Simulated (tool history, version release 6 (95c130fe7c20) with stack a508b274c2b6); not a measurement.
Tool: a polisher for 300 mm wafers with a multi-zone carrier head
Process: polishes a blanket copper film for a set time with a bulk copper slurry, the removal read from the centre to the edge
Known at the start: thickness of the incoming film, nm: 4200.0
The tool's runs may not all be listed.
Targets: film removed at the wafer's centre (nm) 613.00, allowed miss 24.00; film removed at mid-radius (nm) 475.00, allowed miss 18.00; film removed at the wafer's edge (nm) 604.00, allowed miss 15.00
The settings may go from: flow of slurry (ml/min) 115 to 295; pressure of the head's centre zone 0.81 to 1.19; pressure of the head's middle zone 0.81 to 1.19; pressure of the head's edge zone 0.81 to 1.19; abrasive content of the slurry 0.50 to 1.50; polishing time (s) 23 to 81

run  hour  flow of slurry (ml/min)  pressure of the head's centre zone  pressure of the head's middle zone  pressure of the head's edge zone  abrasive content of the slurry  polishing time (s)  film removed at the wafer's centre (nm)  film removed at mid-radius (nm)  film removed at the wafer's edge (nm)
  1   0.0                      190                                1.00                                1.00                              1.00                            1.00                  52                                   394.22                           385.35                                 389.46
  2   2.4                      215                                1.00                                1.00                              1.00                            1.00                  52                                   396.74                           387.88                                 387.04
  3   3.9                      210                                1.01                                0.98                              1.02                            1.05                  54                                   413.54                           408.57                                 409.08
  4   7.5                      210                                1.01                                0.94                              1.02                            1.05                  54                                   420.61                           378.89                                 414.42
  5  13.1                      210                                1.01                                0.94                              0.94                            1.05                  54                                   420.75                           381.36                                 399.52
  6  16.2                      210                                1.01                                0.94                              0.94                            0.85                  54                                   400.92                           376.25                                 385.69
  7  21.2                      205                                1.01                                0.93                              0.96                            0.95                  56                                   430.72                           384.47                                 407.87
  8  28.6                      205                                1.01                                0.93                              0.96                            0.95                  56                                   421.32                           387.33                                 409.35

Which of these 4 next moves meets every target?
  A  36.0                      200                                1.05                                0.81                              1.08                            0.95                  78                                        ?                                ?                                      ?
  B  36.0                      215                                1.13                                0.81                              1.08                            1.15                  80                                        ?                                ?                                      ?
  C  36.0                      255                                1.10                                1.19                              0.81                            0.60                  34                                        ?                                ?                                      ?
  D  36.0                      210                                1.05                                0.88                              1.03                            0.80                  43                                        ?                                ?                                      ?

move  film removed at the wafer's centre (nm)  film removed at mid-radius (nm)  film removed at the wafer's edge (nm)
   A                                   606.09                           473.77                                 604.65
   B                                   697.64                           505.62                                 643.81
   C                                   270.53                           277.14                                 220.71
   D                                   328.79                           274.74                                 319.06
A: meets every target
B: takes the result that was furthest off past its target
C: further off than the last run
D: further off than the last run
The right move is A.

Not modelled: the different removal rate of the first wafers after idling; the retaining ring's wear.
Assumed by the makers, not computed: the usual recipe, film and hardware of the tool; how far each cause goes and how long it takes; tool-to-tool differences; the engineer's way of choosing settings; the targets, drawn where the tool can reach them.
